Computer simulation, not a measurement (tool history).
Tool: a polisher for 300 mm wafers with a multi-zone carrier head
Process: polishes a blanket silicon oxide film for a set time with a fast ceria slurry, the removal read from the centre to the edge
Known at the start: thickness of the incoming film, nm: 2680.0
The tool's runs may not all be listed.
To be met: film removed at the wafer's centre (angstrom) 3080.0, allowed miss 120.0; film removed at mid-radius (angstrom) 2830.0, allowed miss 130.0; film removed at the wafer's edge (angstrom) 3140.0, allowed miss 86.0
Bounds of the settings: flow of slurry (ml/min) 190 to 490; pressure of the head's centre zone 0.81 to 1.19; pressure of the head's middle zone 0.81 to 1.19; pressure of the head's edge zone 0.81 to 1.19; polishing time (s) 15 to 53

| run | hour | flow of slurry (ml/min) | pressure of the head's centre zone | pressure of the head's middle zone | pressure of the head's edge zone | polishing time (s) | film removed at the wafer's centre (angstrom) | film removed at mid-radius (angstrom) | film removed at the wafer's edge (angstrom) |
|---|---|---|---|---|---|---|---|---|---|
| 1 | 0.0 | 315 | 1.00 | 1.00 | 1.00 | 34 | 2413.2 | 2510.3 | 2446.1 |
| 2 | 8.0 | 320 | 1.02 | 0.99 | 1.04 | 35 | 2546.0 | 2670.2 | 2596.1 |
| 3 | 15.0 | 320 | 0.95 | 0.99 | 1.04 | 35 | 2419.7 | 2615.4 | 2608.7 |
| 4 | 19.5 | 320 | 0.95 | 0.99 | 1.04 | 30 | 2050.7 | 2269.8 | 2255.2 |
| 5 | 20.9 | 325 | 0.98 | 0.96 | 1.07 | 32 | 2201.9 | 2377.6 | 2390.1 |
| 6 | 28.9 | 325 | 0.98 | 0.96 | 1.13 | 32 | 2239.4 | 2352.1 | 2470.4 |
| 7 | 36.1 | 320 | 1.00 | 0.94 | 1.14 | 34 | 2411.3 | 2430.3 | 2603.8 |
| 8 | 39.8 | 320 | 1.01 | 0.93 | 1.15 | 35 | 2533.3 | 2500.7 | 2760.0 |
| 9 | 45.0 | 345 | 1.11 | 0.97 | 1.19 | 38 | 2969.1 | 2799.0 | 3010.0 |
| 10 | 53.3 | 345 | 1.11 | 0.96 | 1.19 | 38 | 3004.3 | 2745.2 | 3005.3 |

Which of these 4 next moves meets every target?
| A | 61.6 | 395 | 1.12 | 0.91 | 1.11 | 38 | ? | ? | ? |
| B | 61.6 | 455 | 1.06 | 0.91 | 1.14 | 40 | ? | ? | ? |
| C | 61.6 | 255 | 1.03 | 0.85 | 1.19 | 40 | ? | ? | ? |
| D | 61.6 | 290 | 1.11 | 1.03 | 1.19 | 37 | ? | ? | ? |

| move | film removed at the wafer's centre (angstrom) | film removed at mid-radius (angstrom) | film removed at the wafer's edge (angstrom) |
|---|---|---|---|
| A | 3032.2 | 2665.9 | 2936.8 |
| B | 3072.9 | 2830.9 | 3154.7 |
| C | 2868.5 | 2571.3 | 3130.9 |
| D | 2864.0 | 2819.2 | 2911.1 |
A: further off than the last run
B: meets every target
C: brings the result that was furthest off to its target, and leaves another outside
D: further off than the last run
Move B is the one to make.

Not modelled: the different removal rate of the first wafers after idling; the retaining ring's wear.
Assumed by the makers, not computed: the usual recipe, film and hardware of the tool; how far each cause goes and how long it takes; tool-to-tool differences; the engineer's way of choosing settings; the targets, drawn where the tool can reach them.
